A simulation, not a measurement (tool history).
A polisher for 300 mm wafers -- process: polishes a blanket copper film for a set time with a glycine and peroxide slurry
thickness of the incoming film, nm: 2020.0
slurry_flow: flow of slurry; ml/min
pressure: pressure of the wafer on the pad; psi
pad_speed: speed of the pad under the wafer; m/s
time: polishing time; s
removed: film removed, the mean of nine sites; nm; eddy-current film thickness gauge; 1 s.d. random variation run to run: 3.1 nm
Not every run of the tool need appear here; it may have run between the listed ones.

Run 1, hour 0.0: slurry_flow 315 ml/min, pressure 2.4 psi, pad_speed 1.06 m/s, time 105 s. Result: removed 556.96 nm.
Run 2, hour 5.6: slurry_flow 245 ml/min, pressure 2.4 psi, pad_speed 1.06 m/s, time 105 s. Result: removed 542.04 nm.
Run 3, hour 12.9: slurry_flow 245 ml/min, pressure 2.4 psi, pad_speed 1.06 m/s, time 110 s. Result: removed 572.43 nm.
Run 4, hour 20.4: slurry_flow 240 ml/min, pressure 2.3 psi, pad_speed 1.06 m/s, time 110 s. Result: removed 553.60 nm.
Run 5, hour 29.1: slurry_flow 290 ml/min, pressure 2.3 psi, pad_speed 1.06 m/s, time 110 s. Result: removed 562.47 nm.
Run 6, hour 35.2: slurry_flow 290 ml/min, pressure 2.2 psi, pad_speed 1.06 m/s, time 110 s. Result: removed 545.42 nm.
Run 7, hour 40.9: slurry_flow 285 ml/min, pressure 2.1 psi, pad_speed 1.06 m/s, time 110 s. Result: removed 526.16 nm.
Run 8, hour 47.7: slurry_flow 280 ml/min, pressure 2.0 psi, pad_speed 1.06 m/s, time 110 s. Result: removed 508.04 nm.
Run 9, hour 48.2: slurry_flow 275 ml/min, pressure 2.0 psi, pad_speed 1.06 m/s, time 110 s. Result: removed 508.41 nm.

Estimate the outcome of run 10 from the log above:
Run 10, hour 54.6: slurry_flow 265 ml/min, pressure 1.8 psi, pad_speed 1.06 m/s, time 110 s. Result: removed ?.

removed: 469.07 nm
